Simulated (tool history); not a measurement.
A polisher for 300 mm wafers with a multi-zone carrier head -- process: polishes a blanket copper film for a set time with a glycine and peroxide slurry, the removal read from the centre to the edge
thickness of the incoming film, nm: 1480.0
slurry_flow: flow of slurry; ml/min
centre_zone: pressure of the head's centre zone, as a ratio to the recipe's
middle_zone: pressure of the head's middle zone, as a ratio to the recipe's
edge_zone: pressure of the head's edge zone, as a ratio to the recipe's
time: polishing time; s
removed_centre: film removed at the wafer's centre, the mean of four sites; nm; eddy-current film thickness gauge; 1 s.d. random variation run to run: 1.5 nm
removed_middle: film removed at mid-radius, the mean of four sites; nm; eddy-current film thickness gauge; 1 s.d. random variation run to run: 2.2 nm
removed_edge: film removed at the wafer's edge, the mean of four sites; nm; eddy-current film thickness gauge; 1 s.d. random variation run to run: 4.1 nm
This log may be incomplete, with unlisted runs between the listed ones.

run,day,slurry_flow,centre_zone,middle_zone,edge_zone,time,removed_centre,removed_middle,removed_edge
1,0.000,135,1.00,1.00,1.00,87,336.50,345.82,340.87
2,0.208,135,1.00,1.00,0.93,87,333.41,342.95,324.15
3,0.462,130,0.97,0.99,0.92,86,318.01,333.38,320.23
4,0.712,130,0.89,0.99,0.92,86,289.46,330.79,327.08
5,0.733,130,0.94,0.99,0.92,86,305.66,333.75,329.82
6,0.950,130,0.94,1.04,0.92,86,309.53,344.14,315.43
7,1.229,125,0.92,1.03,0.91,85,294.49,335.52,305.70
8,1.592,120,0.91,1.02,0.90,84,281.48,326.76,303.61
9,1.704,95,0.85,0.93,0.83,78,227.43,263.72,262.56
10,1.825,100,0.85,0.93,0.84,78,231.60,264.96,265.95
11,1.862,100,0.85,0.93,0.85,78,234.47,266.51,268.53

What will run 12 give?
12,2.217,100,0.85,0.93,0.86,78,?,?,?

Run 12 produced removed_centre 233.03 nm, removed_middle 269.45 nm, removed_edge 265.25 nm.

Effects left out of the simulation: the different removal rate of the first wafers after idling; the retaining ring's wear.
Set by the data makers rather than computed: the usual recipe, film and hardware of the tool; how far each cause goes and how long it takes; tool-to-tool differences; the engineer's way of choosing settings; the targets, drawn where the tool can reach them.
